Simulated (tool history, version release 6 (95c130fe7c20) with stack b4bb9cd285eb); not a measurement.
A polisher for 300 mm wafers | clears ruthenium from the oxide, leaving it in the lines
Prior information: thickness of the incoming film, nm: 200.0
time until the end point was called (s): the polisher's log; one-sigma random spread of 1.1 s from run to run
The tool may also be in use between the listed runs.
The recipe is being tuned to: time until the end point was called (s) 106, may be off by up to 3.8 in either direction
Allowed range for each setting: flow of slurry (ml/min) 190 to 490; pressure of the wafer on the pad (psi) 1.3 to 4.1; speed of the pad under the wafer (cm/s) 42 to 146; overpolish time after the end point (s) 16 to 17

run  hour  flow of slurry (ml/min)  pressure of the wafer on the pad (psi)  speed of the pad under the wafer (cm/s)  overpolish time after the end point (s)  time until the end point was called (s)
  1     0                      315                                     2.7                                       94                                       16                                   137.49
  2   1.6                      345                                     2.7                                       94                                       16                                   137.63
  3   8.7                      345                                     2.8                                       94                                       16                                   133.17
  4    10                      295                                     2.8                                       94                                       16                                   131.23
  5  14.8                      295                                     2.8                                       94                                       17                                   132.09
  6  18.5                      295                                     2.9                                       94                                       17                                   127.68
  7  20.8                      295                                       3                                       94                                       17                                   122.87
  8  27.1                      295                                     3.1                                       94                                       17                                   119.73
  9  29.7                      295                                     3.3                                       94                                       17                                   113.92

5 next moves are on the table. One of them brings every result within its allowed miss. Which?
  A  32.3                      280                                       3                                       94                                       17                                        ?
  B  32.3                      270                                     3.7                                       82                                       17                                        ?
  C  32.3                      300                                     3.6                                      102                                       16                                        ?
  D  32.3                      370                                     3.1                                      106                                       16                                        ?
  E  32.3                      270                                     3.2                                       94                                       16                                        ?

move  time until the end point was called (s)
   A                                   126.31
   B                                   117.96
   C                                   96.979
   D                                   106.12
   E                                   119.09
A: further off than the last run
B: further off than the last run
C: takes the result that was furthest off past its target
D: every result lands within tolerance
E: further off than the last run
Move D is the one to make.
